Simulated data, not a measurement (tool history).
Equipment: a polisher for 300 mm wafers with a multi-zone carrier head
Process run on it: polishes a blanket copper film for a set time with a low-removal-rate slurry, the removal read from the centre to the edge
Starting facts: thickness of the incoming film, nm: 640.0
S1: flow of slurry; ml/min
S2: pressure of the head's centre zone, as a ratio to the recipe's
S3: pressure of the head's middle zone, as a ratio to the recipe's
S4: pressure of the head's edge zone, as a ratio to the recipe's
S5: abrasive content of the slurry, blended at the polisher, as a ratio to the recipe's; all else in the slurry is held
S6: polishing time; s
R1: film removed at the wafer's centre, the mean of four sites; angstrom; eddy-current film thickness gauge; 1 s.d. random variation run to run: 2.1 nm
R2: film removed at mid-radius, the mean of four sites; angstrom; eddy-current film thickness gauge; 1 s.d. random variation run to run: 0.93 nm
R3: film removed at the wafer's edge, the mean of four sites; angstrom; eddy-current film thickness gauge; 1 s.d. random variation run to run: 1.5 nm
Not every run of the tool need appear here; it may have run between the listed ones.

run	hour	S1	S2	S3	S4	S5	S6	R1	R2	R3
1	0	195	1	1	1	1	49	1862	1871.1	1858.7
2	4.1	185	1.01	0.95	0.96	0.85	46	1662.8	1605.7	1636.5
3	10.3	175	1.03	0.91	0.92	0.75	45	1610.3	1455.8	1481.8
4	12.5	165	1.03	0.88	0.9	0.7	45	1592.2	1379	1456.4
5	17.7	165	0.96	0.88	0.9	0.7	45	1469.7	1351.4	1434.6
6	23.3	160	0.97	0.86	0.87	0.65	45	1453.2	1317.4	1382.6

What does the tool deliver on the next run?
7	24.1	155	0.98	0.84	0.85	0.65	45	?	?	?

{"run 7": {"R1": 1482.5, "R2": 1276.1, "R3": 1400.8}}
